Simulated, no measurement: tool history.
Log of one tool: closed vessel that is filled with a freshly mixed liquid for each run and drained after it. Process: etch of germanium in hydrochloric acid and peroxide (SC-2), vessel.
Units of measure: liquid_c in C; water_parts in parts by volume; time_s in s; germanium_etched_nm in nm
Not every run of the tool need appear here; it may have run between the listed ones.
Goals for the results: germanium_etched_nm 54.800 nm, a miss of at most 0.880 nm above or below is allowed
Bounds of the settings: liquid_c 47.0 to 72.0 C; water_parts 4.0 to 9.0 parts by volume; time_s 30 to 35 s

{"run": 1, "day": 0.0, "liquid_c": 63.0, "water_parts": 5.0, "time_s": 35, "germanium_etched_nm": 74.367}
{"run": 2, "day": 0.383, "liquid_c": 63.0, "water_parts": 6.0, "time_s": 35, "germanium_etched_nm": 73.818}
{"run": 3, "day": 0.617, "liquid_c": 63.0, "water_parts": 7.0, "time_s": 35, "germanium_etched_nm": 73.011}
{"run": 4, "day": 0.683, "liquid_c": 63.0, "water_parts": 5.5, "time_s": 35, "germanium_etched_nm": 74.201}
{"run": 5, "day": 0.8, "liquid_c": 69.0, "water_parts": 5.5, "time_s": 35, "germanium_etched_nm": 88.007}
{"run": 6, "day": 1.038, "liquid_c": 64.0, "water_parts": 5.5, "time_s": 35, "germanium_etched_nm": 76.407}
{"run": 7, "day": 1.154, "liquid_c": 60.5, "water_parts": 5.5, "time_s": 35, "germanium_etched_nm": 68.428}
{"run": 8, "day": 1.329, "liquid_c": 52.5, "water_parts": 5.5, "time_s": 35, "germanium_etched_nm": 53.711}

Of the 5 settings listed for the next run, only one would bring every result within its allowed miss of target. Which one?
{"run": "A", "day": 1.504, "liquid_c": 54.5, "water_parts": 6.5, "time_s": 35, "germanium_etched_nm": "?"}
{"run": "B", "day": 1.504, "liquid_c": 52.0, "water_parts": 5.0, "time_s": 35, "germanium_etched_nm": "?"}
{"run": "C", "day": 1.504, "liquid_c": 53.0, "water_parts": 4.0, "time_s": 35, "germanium_etched_nm": "?"}
{"run": "D", "day": 1.504, "liquid_c": 56.0, "water_parts": 4.0, "time_s": 30, "germanium_etched_nm": "?"}
{"run": "E", "day": 1.504, "liquid_c": 51.5, "water_parts": 5.0, "time_s": 35, "germanium_etched_nm": "?"}

move=A germanium_etched_nm=56.558
move=B germanium_etched_nm=52.813
move=C germanium_etched_nm=54.730
move=D germanium_etched_nm=51.548
move=E germanium_etched_nm=51.979
A: pushes the last run's worst result past its target
B: further off than the last run
C: every result lands within tolerance
D: further off than the last run
E: further off than the last run
The move that meets every target is C.
